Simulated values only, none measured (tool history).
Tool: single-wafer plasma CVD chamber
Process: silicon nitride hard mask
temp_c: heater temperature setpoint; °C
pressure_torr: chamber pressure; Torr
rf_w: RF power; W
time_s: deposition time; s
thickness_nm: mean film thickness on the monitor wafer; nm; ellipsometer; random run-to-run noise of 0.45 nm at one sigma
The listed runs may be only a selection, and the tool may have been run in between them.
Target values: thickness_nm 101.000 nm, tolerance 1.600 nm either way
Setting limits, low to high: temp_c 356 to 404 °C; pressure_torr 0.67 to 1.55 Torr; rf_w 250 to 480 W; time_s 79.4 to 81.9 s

{"run": 1, "hour": 0.0, "temp_c": 380, "pressure_torr": 1.11, "rf_w": 365, "time_s": 79.4, "thickness_nm": 85.935}
{"run": 2, "hour": 0.7, "temp_c": 388, "pressure_torr": 1.11, "rf_w": 365, "time_s": 79.4, "thickness_nm": 84.939}
{"run": 3, "hour": 6.3, "temp_c": 388, "pressure_torr": 1.02, "rf_w": 365, "time_s": 79.4, "thickness_nm": 83.398}
{"run": 4, "hour": 13.2, "temp_c": 388, "pressure_torr": 1.02, "rf_w": 365, "time_s": 81.9, "thickness_nm": 86.167}
{"run": 5, "hour": 20.7, "temp_c": 388, "pressure_torr": 1.02, "rf_w": 415, "time_s": 81.9, "thickness_nm": 94.431}
{"run": 6, "hour": 26.0, "temp_c": 388, "pressure_torr": 1.08, "rf_w": 415, "time_s": 81.9, "thickness_nm": 96.698}
{"run": 7, "hour": 29.7, "temp_c": 388, "pressure_torr": 1.11, "rf_w": 415, "time_s": 81.9, "thickness_nm": 95.913}
{"run": 8, "hour": 32.4, "temp_c": 387, "pressure_torr": 1.16, "rf_w": 415, "time_s": 81.9, "thickness_nm": 98.215}
{"run": 9, "hour": 33.6, "temp_c": 387, "pressure_torr": 1.18, "rf_w": 415, "time_s": 81.9, "thickness_nm": 98.406}
{"run": 10, "hour": 41.4, "temp_c": 387, "pressure_torr": 1.2, "rf_w": 415, "time_s": 81.9, "thickness_nm": 98.886}

Next run, 5 choices. One meets every target within its allowed miss, the rest don't. Which?
{"run": "A", "hour": 49.2, "temp_c": 387, "pressure_torr": 1.18, "rf_w": 425, "time_s": 81.9, "thickness_nm": "?"}
{"run": "B", "hour": 49.2, "temp_c": 383, "pressure_torr": 1.22, "rf_w": 450, "time_s": 81.9, "thickness_nm": "?"}
{"run": "C", "hour": 49.2, "temp_c": 387, "pressure_torr": 1.36, "rf_w": 405, "time_s": 79.4, "thickness_nm": "?"}
{"run": "D", "hour": 49.2, "temp_c": 385, "pressure_torr": 1.47, "rf_w": 440, "time_s": 79.4, "thickness_nm": "?"}
{"run": "E", "hour": 49.2, "temp_c": 392, "pressure_torr": 1.37, "rf_w": 395, "time_s": 79.7, "thickness_nm": "?"}

move=A thickness_nm=99.644
move=B thickness_nm=104.800
move=C thickness_nm=97.163
move=D thickness_nm=105.220
move=E thickness_nm=95.800
A: hits every target within its allowed miss
B: pushes the last run's worst result past its target
C: its largest miss is bigger than the last run's
D: pushes the last run's worst result past its target
E: its largest miss is bigger than the last run's
A is the move that brings every result within its allowed miss.

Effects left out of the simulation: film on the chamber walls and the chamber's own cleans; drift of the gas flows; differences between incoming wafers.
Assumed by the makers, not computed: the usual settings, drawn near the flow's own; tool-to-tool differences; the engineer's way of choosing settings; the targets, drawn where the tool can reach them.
